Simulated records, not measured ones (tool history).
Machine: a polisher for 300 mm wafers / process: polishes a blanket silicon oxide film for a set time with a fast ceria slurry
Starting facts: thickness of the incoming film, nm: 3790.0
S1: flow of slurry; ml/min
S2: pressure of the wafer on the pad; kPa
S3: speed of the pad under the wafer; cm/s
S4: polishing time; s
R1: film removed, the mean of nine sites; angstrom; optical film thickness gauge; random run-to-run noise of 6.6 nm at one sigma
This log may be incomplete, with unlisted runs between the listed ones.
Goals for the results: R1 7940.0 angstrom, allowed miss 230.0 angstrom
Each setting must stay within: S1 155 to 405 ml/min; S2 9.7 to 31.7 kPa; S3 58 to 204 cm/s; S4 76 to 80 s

run  hour   S1    S2   S3  S4       R1
  1   0.0  260  20.7  130  76  14960.0
  2   6.2  260  22.8  130  76  16375.0
  3   8.4  255  18.6  124  76  12969.0
  4  15.3  255  18.6  108  76  11764.0
  5  19.5  225  18.6  108  76  11528.0
  6  24.4  225  15.9  108  76  10047.0
  7  27.0  220  14.5  108  76   9137.5
  8  31.7  215  13.8  108  76   8796.8
  9  39.0  210  11.7  108  76   7531.4

Which of these 5 next moves meets every target?
  A  46.3  220  11.0  118  79   ?
  B  46.3  235  11.0   96  80   ?
  C  46.3  215   9.7  134  76   ?
  D  46.3  220  13.1   82  80   ?
  E  46.3  220  10.3   96  80   ?

move      R1
   A  8070.7
   B  7167.8
   C  7545.2
   D  7483.9
   E  6716.3
A: meets every target
B: its largest miss is bigger than the last run's
C: roughly where the last run was
D: its largest miss is bigger than the last run's
E: its largest miss is bigger than the last run's
Move A is the one to make.
